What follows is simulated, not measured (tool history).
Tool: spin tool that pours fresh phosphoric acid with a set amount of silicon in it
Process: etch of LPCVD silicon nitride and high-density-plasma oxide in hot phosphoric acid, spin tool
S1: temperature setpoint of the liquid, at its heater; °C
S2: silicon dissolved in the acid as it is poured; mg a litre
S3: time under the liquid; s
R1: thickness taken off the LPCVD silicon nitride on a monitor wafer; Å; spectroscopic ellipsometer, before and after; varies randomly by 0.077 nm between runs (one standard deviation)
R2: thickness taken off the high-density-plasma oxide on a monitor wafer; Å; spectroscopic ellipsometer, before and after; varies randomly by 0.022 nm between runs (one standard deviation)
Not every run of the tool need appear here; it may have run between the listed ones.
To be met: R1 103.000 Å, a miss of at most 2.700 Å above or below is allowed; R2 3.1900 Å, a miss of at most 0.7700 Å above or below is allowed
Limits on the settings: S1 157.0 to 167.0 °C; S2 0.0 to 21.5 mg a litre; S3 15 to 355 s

run 1 hour=0.0 | S1=162.0 S2=9.5 S3=180 | R1=168.950 R2=4.6838
run 2 hour=1.3 | S1=161.5 S2=8.5 S3=170 | R1=157.980 R2=5.0672
run 3 hour=7.2 | S1=161.0 S2=9.0 S3=165 | R1=148.030 R2=3.6593
run 4 hour=12.0 | S1=161.0 S2=9.0 S3=95 | R1=85.436 R2=2.2204
run 5 hour=12.9 | S1=161.0 S2=9.0 S3=140 | R1=126.750 R2=3.4569
run 6 hour=15.1 | S1=162.5 S2=9.0 S3=140 | R1=133.130 R2=4.0642
run 7 hour=23.5 | S1=162.0 S2=8.0 S3=140 | R1=129.500 R2=3.5717
run 8 hour=26.8 | S1=161.5 S2=9.5 S3=140 | R1=128.770 R2=3.5342
run 9 hour=32.5 | S1=161.5 S2=8.5 S3=140 | R1=127.940 R2=3.7279
run 10 hour=37.2 | S1=161.0 S2=8.0 S3=140 | R1=126.410 R2=3.6443
run 11 hour=39.4 | S1=161.0 S2=7.5 S3=135 | R1=121.370 R2=2.9889
run 12 hour=45.1 | S1=161.0 S2=9.0 S3=135 | R1=122.430 R2=3.2691
run 13 hour=51.9 | S1=160.0 S2=15.0 S3=100 | R1=86.168 R2=1.7261
run 14 hour=59.8 | S1=160.5 S2=14.5 S3=100 | R1=88.288 R2=2.0433
run 15 hour=66.4 | S1=161.0 S2=14.5 S3=100 | R1=90.796 R2=2.3656
run 16 hour=69.5 | S1=161.5 S2=13.5 S3=105 | R1=98.220 R2=2.5100
run 17 hour=77.5 | S1=161.5 S2=13.0 S3=105 | R1=95.824 R2=2.4730
run 18 hour=78.3 | S1=162.5 S2=12.0 S3=105 | R1=99.201 R2=2.5422

Which single option among these 5 for the next run brings every result within its allowed miss of target? Just one does.
run A hour=79.1 | S1=163.5 S2=7.5 S3=105 | R1=? R2=?
run B hour=79.1 | S1=158.5 S2=21.5 S3=115 | R1=? R2=?
run C hour=79.1 | S1=159.5 S2=20.5 S3=120 | R1=? R2=?
run D hour=79.1 | S1=167.0 S2=0.0 S3=90 | R1=? R2=?
run E hour=79.1 | S1=161.5 S2=14.5 S3=105 | R1=? R2=?

move=A R1=103.000 R2=3.1161
move=B R1=95.448 R2=1.6646
move=C R1=103.020 R2=1.9270
move=D R1=99.025 R2=3.9837
move=E R1=96.386 R2=2.2948
A: each result inside its tolerance
B: lands further from the targets than the last run did
C: brings the last run's worst result on target, with another outside its allowed miss
D: as far off as the last run
E: lands further from the targets than the last run did
Correct choice: A, which meets every target

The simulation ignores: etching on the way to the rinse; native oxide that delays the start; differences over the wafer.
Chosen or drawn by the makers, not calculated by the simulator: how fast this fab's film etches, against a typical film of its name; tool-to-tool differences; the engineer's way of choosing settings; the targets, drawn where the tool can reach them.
